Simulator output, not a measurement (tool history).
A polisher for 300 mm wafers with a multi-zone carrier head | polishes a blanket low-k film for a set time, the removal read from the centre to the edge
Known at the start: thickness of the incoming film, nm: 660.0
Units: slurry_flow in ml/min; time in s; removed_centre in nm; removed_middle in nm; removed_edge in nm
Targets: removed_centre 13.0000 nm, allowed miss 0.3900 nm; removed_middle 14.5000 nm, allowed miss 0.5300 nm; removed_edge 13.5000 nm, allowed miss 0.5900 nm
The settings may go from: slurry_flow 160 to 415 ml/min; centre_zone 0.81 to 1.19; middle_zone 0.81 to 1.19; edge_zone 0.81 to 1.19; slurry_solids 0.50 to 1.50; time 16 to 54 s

| run | day | slurry_flow | centre_zone | middle_zone | edge_zone | slurry_solids | time | removed_centre | removed_middle | removed_edge |
|---|---|---|---|---|---|---|---|---|---|---|
| 1 | 0.000 | 265 | 1.00 | 1.00 | 1.00 | 1.00 | 35 | 10.4970 | 10.6260 | 10.4930 |
| 2 | 0.350 | 265 | 1.00 | 1.03 | 1.00 | 1.00 | 35 | 10.5720 | 10.6670 | 10.5500 |
| 3 | 0.479 | 275 | 0.99 | 1.07 | 1.00 | 1.10 | 35 | 11.0810 | 11.7500 | 11.2840 |
| 4 | 0.575 | 275 | 1.05 | 1.07 | 1.00 | 1.10 | 35 | 11.5980 | 11.6910 | 11.1510 |
| 5 | 0.825 | 285 | 1.05 | 1.10 | 1.02 | 1.15 | 35 | 11.9970 | 12.2050 | 11.5130 |
| 6 | 1.021 | 285 | 1.05 | 1.10 | 1.02 | 1.15 | 27 | 9.2370 | 9.4383 | 8.8268 |
| 7 | 1.317 | 285 | 1.05 | 1.10 | 1.02 | 1.15 | 27 | 9.2269 | 9.4078 | 8.8231 |
| 8 | 1.654 | 290 | 1.04 | 1.12 | 1.03 | 1.25 | 29 | 10.3460 | 10.6270 | 10.0790 |
| 9 | 1.967 | 295 | 1.02 | 1.14 | 1.02 | 1.30 | 30 | 10.6920 | 11.5770 | 10.4570 |
| 10 | 2.338 | 300 | 1.02 | 1.15 | 1.04 | 1.35 | 31 | 11.0220 | 11.9990 | 11.0120 |
| 11 | 2.488 | 300 | 1.02 | 1.15 | 1.05 | 1.40 | 32 | 11.9050 | 12.4280 | 11.5640 |
| 12 | 2.838 | 300 | 1.00 | 1.16 | 1.06 | 1.45 | 33 | 12.0470 | 13.3200 | 11.9960 |
| 13 | 3.096 | 310 | 0.99 | 1.16 | 1.08 | 1.45 | 34 | 12.3830 | 13.7300 | 12.5690 |
| 14 | 3.150 | 315 | 0.99 | 1.16 | 1.09 | 1.45 | 34 | 12.3810 | 13.6760 | 12.7310 |
| 15 | 3.221 | 325 | 0.99 | 1.17 | 1.10 | 1.45 | 34 | 12.3620 | 13.8910 | 12.8130 |
| 16 | 3.496 | 330 | 0.99 | 1.17 | 1.11 | 1.45 | 34 | 12.4130 | 13.9220 | 12.7800 |

4 next moves are on the table. One of them brings every result within its allowed miss. Which?
| A | 3.771 | 325 | 0.90 | 1.14 | 1.19 | 1.50 | 34 | ? | ? | ? |
| B | 3.771 | 355 | 0.99 | 1.19 | 1.17 | 1.50 | 32 | ? | ? | ? |
| C | 3.771 | 335 | 0.99 | 1.17 | 1.10 | 1.50 | 35 | ? | ? | ? |
| D | 3.771 | 365 | 0.93 | 1.02 | 1.16 | 1.50 | 35 | ? | ? | ? |

| move | removed_centre | removed_middle | removed_edge |
|---|---|---|---|
| A | 11.2560 | 13.8080 | 13.6330 |
| B | 11.7700 | 13.5280 | 12.7900 |
| C | 12.7980 | 14.5330 | 13.5050 |
| D | 12.1060 | 13.2190 | 13.9800 |
A: further off than the last run
B: further off than the last run
C: meets every target
D: further off than the last run
Answer: C
